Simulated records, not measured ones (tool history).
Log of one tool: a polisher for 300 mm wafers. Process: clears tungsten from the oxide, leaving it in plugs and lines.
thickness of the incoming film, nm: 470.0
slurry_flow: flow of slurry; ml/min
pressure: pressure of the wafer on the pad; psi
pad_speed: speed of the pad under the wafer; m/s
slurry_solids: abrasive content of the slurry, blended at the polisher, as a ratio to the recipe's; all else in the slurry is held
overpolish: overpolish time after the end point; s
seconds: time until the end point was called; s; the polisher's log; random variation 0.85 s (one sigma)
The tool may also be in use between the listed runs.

{"run": 1, "hour": 0.0, "slurry_flow": 135, "pressure": 2.5, "pad_speed": 1.12, "slurry_solids": 1, "overpolish": 10, "seconds": 139.78}
{"run": 2, "hour": 2.8, "slurry_flow": 140, "pressure": 2.6, "pad_speed": 1.12, "slurry_solids": 1, "overpolish": 10, "seconds": 133.27}
{"run": 3, "hour": 5.1, "slurry_flow": 140, "pressure": 2.6, "pad_speed": 1.12, "slurry_solids": 1.15, "overpolish": 10, "seconds": 129.76}
{"run": 4, "hour": 6.7, "slurry_flow": 140, "pressure": 2.6, "pad_speed": 1.12, "slurry_solids": 1.15, "overpolish": 10, "seconds": 128.58}
{"run": 5, "hour": 14.4, "slurry_flow": 140, "pressure": 2.4, "pad_speed": 1.12, "slurry_solids": 1.15, "overpolish": 10, "seconds": 140.73}
{"run": 6, "hour": 21.6, "slurry_flow": 140, "pressure": 2.4, "pad_speed": 1.12, "slurry_solids": 1.15, "overpolish": 7, "seconds": 141.52}

Forecast run 7:
{"run": 7, "hour": 28.4, "slurry_flow": 145, "pressure": 2.5, "pad_speed": 1.12, "slurry_solids": 1.15, "overpolish": 7, "seconds": "?"}

seconds: 131.36 s
